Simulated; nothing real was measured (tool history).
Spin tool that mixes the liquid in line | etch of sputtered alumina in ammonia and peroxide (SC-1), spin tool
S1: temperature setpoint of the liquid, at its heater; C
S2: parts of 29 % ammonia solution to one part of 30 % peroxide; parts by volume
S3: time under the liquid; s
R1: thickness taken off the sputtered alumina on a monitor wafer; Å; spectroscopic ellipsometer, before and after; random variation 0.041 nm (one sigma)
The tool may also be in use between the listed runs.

| run | hour | S1 | S2 | S3 | R1 |
|---|---|---|---|---|---|
| 1 | 0.0 | 61.0 | 0.45 | 65 | 68.922 |
| 2 | 9.0 | 61.0 | 0.45 | 65 | 67.879 |
| 3 | 11.3 | 61.0 | 0.45 | 70 | 74.186 |
| 4 | 15.7 | 55.0 | 0.45 | 70 | 54.778 |
| 5 | 19.8 | 55.0 | 0.45 | 70 | 54.306 |
| 6 | 21.7 | 57.0 | 0.45 | 70 | 59.797 |
| 7 | 25.0 | 58.5 | 0.45 | 70 | 64.650 |
| 8 | 26.9 | 59.5 | 0.45 | 70 | 67.768 |

Run 9 comes next. What will it give?
| 9 | 30.3 | 60.5 | 0.45 | 70 | ? |

{"run 9": {"R1": 72.074}}
